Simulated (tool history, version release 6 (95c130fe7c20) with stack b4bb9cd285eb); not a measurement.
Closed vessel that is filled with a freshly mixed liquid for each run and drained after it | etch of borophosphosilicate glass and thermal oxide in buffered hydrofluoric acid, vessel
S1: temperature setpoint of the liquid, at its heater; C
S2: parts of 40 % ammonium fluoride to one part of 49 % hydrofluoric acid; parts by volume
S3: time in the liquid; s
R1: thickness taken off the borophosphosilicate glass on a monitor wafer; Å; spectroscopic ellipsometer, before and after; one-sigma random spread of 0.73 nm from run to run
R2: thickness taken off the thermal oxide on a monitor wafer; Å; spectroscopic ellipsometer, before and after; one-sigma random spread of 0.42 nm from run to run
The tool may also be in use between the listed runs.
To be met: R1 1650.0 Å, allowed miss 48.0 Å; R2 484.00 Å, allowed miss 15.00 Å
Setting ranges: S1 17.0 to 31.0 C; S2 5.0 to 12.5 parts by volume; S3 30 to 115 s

| run | hour | S1 | S2 | S3 | R1 | R2 |
|---|---|---|---|---|---|---|
| 1 | 0.0 | 23.0 | 7.5 | 60 | 2520.1 | 741.48 |
| 2 | 2.7 | 23.0 | 9.0 | 60 | 2071.0 | 610.34 |
| 3 | 5.1 | 23.0 | 9.0 | 70 | 2397.7 | 704.26 |
| 4 | 9.1 | 20.0 | 9.0 | 70 | 2056.2 | 599.56 |
| 5 | 13.0 | 20.0 | 9.0 | 90 | 2635.0 | 765.98 |
| 6 | 18.3 | 18.0 | 9.0 | 90 | 2370.6 | 682.67 |
| 7 | 25.7 | 18.0 | 9.5 | 90 | 2284.4 | 665.42 |
| 8 | 33.0 | 17.5 | 10.0 | 90 | 2150.4 | 616.17 |
| 9 | 40.5 | 17.5 | 10.5 | 90 | 2061.6 | 593.81 |
| 10 | 47.4 | 17.5 | 11.0 | 90 | 1954.6 | 579.43 |
| 11 | 48.0 | 17.0 | 11.5 | 85 | 1708.6 | 506.49 |

Which of these 4 next moves meets every target?
| A | 48.6 | 20.0 | 12.5 | 80 | ? | ? |
| B | 48.6 | 17.0 | 11.0 | 85 | ? | ? |
| C | 48.6 | 17.0 | 12.0 | 85 | ? | ? |
| D | 48.6 | 17.5 | 10.5 | 80 | ? | ? |

| move | R1 | R2 |
|---|---|---|
| A | 1769.7 | 510.75 |
| B | 1803.7 | 518.93 |
| C | 1655.5 | 476.61 |
| D | 1827.8 | 525.87 |
A: moves away from the targets compared with the last run
B: moves away from the targets compared with the last run
C: all results in spec
D: moves away from the targets compared with the last run
C is the move that brings every result within its allowed miss.
